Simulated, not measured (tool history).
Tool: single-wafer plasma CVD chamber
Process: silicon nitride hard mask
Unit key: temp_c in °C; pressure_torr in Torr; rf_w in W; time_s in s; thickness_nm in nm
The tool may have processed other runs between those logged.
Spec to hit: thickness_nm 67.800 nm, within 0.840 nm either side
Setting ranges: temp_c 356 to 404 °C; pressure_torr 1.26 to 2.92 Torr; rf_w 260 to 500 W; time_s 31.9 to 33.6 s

{"run": 1, "hour": 0.0, "temp_c": 380, "pressure_torr": 2.09, "rf_w": 380, "time_s": 33.6, "thickness_nm": 57.02}
{"run": 2, "hour": 7.5, "temp_c": 380, "pressure_torr": 2.22, "rf_w": 390, "time_s": 33.6, "thickness_nm": 58.728}
{"run": 3, "hour": 16.2, "temp_c": 380, "pressure_torr": 2.22, "rf_w": 345, "time_s": 33.6, "thickness_nm": 54.09}
{"run": 4, "hour": 19.7, "temp_c": 380, "pressure_torr": 2.33, "rf_w": 360, "time_s": 33.6, "thickness_nm": 56.537}
{"run": 5, "hour": 22.9, "temp_c": 380, "pressure_torr": 2.43, "rf_w": 370, "time_s": 33.6, "thickness_nm": 58.052}
{"run": 6, "hour": 26.8, "temp_c": 380, "pressure_torr": 2.15, "rf_w": 370, "time_s": 33.6, "thickness_nm": 56.116}
{"run": 7, "hour": 32.8, "temp_c": 380, "pressure_torr": 2.28, "rf_w": 380, "time_s": 33.6, "thickness_nm": 57.67}
{"run": 8, "hour": 41.7, "temp_c": 380, "pressure_torr": 2.38, "rf_w": 390, "time_s": 33.6, "thickness_nm": 59.603}
{"run": 9, "hour": 46.5, "temp_c": 380, "pressure_torr": 2.47, "rf_w": 400, "time_s": 33.6, "thickness_nm": 61.124}
{"run": 10, "hour": 48.9, "temp_c": 380, "pressure_torr": 2.54, "rf_w": 405, "time_s": 33.6, "thickness_nm": 61.975}
{"run": 11, "hour": 54.7, "temp_c": 380, "pressure_torr": 2.6, "rf_w": 410, "time_s": 33.6, "thickness_nm": 62.978}
{"run": 12, "hour": 60.3, "temp_c": 380, "pressure_torr": 2.65, "rf_w": 415, "time_s": 33.6, "thickness_nm": 63.398}
{"run": 13, "hour": 67.0, "temp_c": 380, "pressure_torr": 2.65, "rf_w": 415, "time_s": 33.6, "thickness_nm": 63.608}
{"hour": 69.6, "done": "capacitance manometer re-zeroed and calibrated"}
{"run": 14, "hour": 69.6, "temp_c": 380, "pressure_torr": 2.69, "rf_w": 420, "time_s": 33.6, "thickness_nm": 64.626}
{"run": 15, "hour": 73.2, "temp_c": 380, "pressure_torr": 2.73, "rf_w": 425, "time_s": 33.6, "thickness_nm": 65.212}
{"run": 16, "hour": 76.9, "temp_c": 380, "pressure_torr": 2.76, "rf_w": 425, "time_s": 33.6, "thickness_nm": 65.673}
{"run": 17, "hour": 85.0, "temp_c": 380, "pressure_torr": 2.79, "rf_w": 425, "time_s": 33.6, "thickness_nm": 65.844}
{"run": 18, "hour": 90.1, "temp_c": 380, "pressure_torr": 2.79, "rf_w": 425, "time_s": 33.6, "thickness_nm": 65.717}
{"run": 19, "hour": 93.1, "temp_c": 380, "pressure_torr": 2.81, "rf_w": 425, "time_s": 33.6, "thickness_nm": 65.681}
{"run": 20, "hour": 94.4, "temp_c": 380, "pressure_torr": 2.83, "rf_w": 425, "time_s": 33.6, "thickness_nm": 66.11}
{"run": 21, "hour": 99.3, "temp_c": 380, "pressure_torr": 2.84, "rf_w": 425, "time_s": 33.6, "thickness_nm": 66.194}

Exactly one of the 5 candidate moves below puts every result within its allowed miss. Which one?
{"run": "A", "hour": 104.2, "temp_c": 378, "pressure_torr": 2.82, "rf_w": 425, "time_s": 33.6, "thickness_nm": "?"}
{"run": "B", "hour": 104.2, "temp_c": 382, "pressure_torr": 2.86, "rf_w": 445, "time_s": 32.7, "thickness_nm": "?"}
{"run": "C", "hour": 104.2, "temp_c": 387, "pressure_torr": 2.92, "rf_w": 450, "time_s": 33.2, "thickness_nm": "?"}
{"run": "D", "hour": 104.2, "temp_c": 383, "pressure_torr": 2.7, "rf_w": 430, "time_s": 33.3, "thickness_nm": "?"}
{"run": "E", "hour": 104.2, "temp_c": 382, "pressure_torr": 2.92, "rf_w": 415, "time_s": 33.6, "thickness_nm": "?"}

move=A thickness_nm=66.051
move=B thickness_nm=66.147
move=C thickness_nm=67.768
move=D thickness_nm=65.095
move=E thickness_nm=65.539
A: further off than the last run
B: no nearer and no further than the last run
C: each result inside its tolerance
D: further off than the last run
E: further off than the last run
C meets every target.
